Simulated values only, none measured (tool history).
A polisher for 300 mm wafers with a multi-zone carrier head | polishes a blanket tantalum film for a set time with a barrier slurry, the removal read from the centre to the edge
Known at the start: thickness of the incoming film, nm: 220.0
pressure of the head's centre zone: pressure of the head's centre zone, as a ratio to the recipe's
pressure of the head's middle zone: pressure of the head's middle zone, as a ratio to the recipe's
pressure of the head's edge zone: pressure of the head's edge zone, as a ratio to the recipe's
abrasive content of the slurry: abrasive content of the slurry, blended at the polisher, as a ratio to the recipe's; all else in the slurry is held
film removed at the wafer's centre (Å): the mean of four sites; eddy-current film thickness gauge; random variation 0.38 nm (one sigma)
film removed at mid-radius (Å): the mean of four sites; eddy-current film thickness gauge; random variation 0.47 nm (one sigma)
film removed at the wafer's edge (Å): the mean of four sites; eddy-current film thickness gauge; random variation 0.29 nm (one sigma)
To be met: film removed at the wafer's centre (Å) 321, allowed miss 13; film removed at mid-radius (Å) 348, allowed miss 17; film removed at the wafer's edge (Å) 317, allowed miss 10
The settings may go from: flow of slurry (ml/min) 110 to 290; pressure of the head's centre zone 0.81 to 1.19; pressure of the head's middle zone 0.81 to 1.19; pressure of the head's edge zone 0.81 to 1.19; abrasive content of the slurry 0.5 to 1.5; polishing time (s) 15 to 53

run  hour  flow of slurry (ml/min)  pressure of the head's centre zone  pressure of the head's middle zone  pressure of the head's edge zone  abrasive content of the slurry  polishing time (s)  film removed at the wafer's centre (Å)  film removed at mid-radius (Å)  film removed at the wafer's edge (Å)
  1     0                      185                                   1                                   1                                 1                               1                  34                                  377.99                          386.51                                387.44
  2   5.8                      185                                   1                                   1                              1.04                               1                  34                                  380.17                          377.08                                389.82
  3   7.4                      185                                   1                                   1                              0.97                               1                  34                                   380.6                          392.81                                377.14
  4  15.7                      185                                   1                                   1                              0.97                               1                  26                                   288.3                           294.2                                288.69
  5  16.4                      220                                   1                                   1                              0.97                               1                  26                                  302.36                          292.95                                293.29
  6  25.4                      220                                   1                                   1                              1.03                               1                  26                                  297.04                          301.76                                299.44
  7    27                      220                                   1                                1.01                              1.03                               1                  26                                  293.45                          300.37                                306.71
  8  29.9                      220                                   1                                1.01                              1.03                               1                  26                                  300.91                          302.97                                301.99
  9  35.9                      220                                   1                                1.02                              1.03                               1                  26                                  297.53                          303.66                                302.77
 10  43.1                      220                                   1                                1.03                              1.03                               1                  26                                  297.05                          310.03                                302.61
 11  49.9                      220                                   1                                1.04                              1.03                               1                  26                                  302.73                          305.82                                303.26
 12  57.9                      220                                0.99                                1.06                              1.03                               1                  26                                   297.5                          310.51                                302.09
 13    61                      220                                0.99                                1.07                              1.03                               1                  26                                  300.64                          323.75                                304.32
 14  62.6                      220                                0.99                                1.08                              1.03                               1                  26                                  292.02                           318.7                                298.65
 15    68                      220                                   1                                1.09                              1.03                               1                  26                                  307.97                          326.69                                302.59
 16  75.2                      220                                   1                                1.09                              1.04                               1                  26                                  302.75                          320.42                                308.05
 17  80.5                      220                                   1                                 1.1                              1.04                               1                  26                                  297.45                          326.54                                308.45
 18  83.1                      225                                   1                                1.11                              1.04                               1                  26                                  298.01                          328.33                                303.94
 19  90.9                      225                                1.01                                1.11                              1.04                               1                  26                                  305.95                          340.03                                307.43
 20  93.7                      245                                1.03                                 1.1                              1.07                               1                  26                                  308.33                          329.66                                313.37

4 next moves are on the table. One of them brings every result within its allowed miss. Which?
  A  96.5                      235                                0.92                                1.03                              1.16                             1.1                  26                                       ?                               ?                                     ?
  B  96.5                      250                                 1.1                                 1.1                              1.08                             0.8                  26                                       ?                               ?                                     ?
  C  96.5                      260                                1.06                                1.18                               1.1                            1.15                  25                                       ?                               ?                                     ?
  D  96.5                      265                                1.06                                1.02                              1.08                               1                  26                                       ?                               ?                                     ?

move  film removed at the wafer's centre (Å)  film removed at mid-radius (Å)  film removed at the wafer's edge (Å)
   A                                  287.15                          319.62                                335.92
   B                                  317.56                          311.56                                297.92
   C                                  326.84                          353.26                                320.19
   D                                  328.39                          313.59                                319.54
A: further off than the last run
B: further off than the last run
C: meets every target
D: further off than the last run
Move C is the one to make.

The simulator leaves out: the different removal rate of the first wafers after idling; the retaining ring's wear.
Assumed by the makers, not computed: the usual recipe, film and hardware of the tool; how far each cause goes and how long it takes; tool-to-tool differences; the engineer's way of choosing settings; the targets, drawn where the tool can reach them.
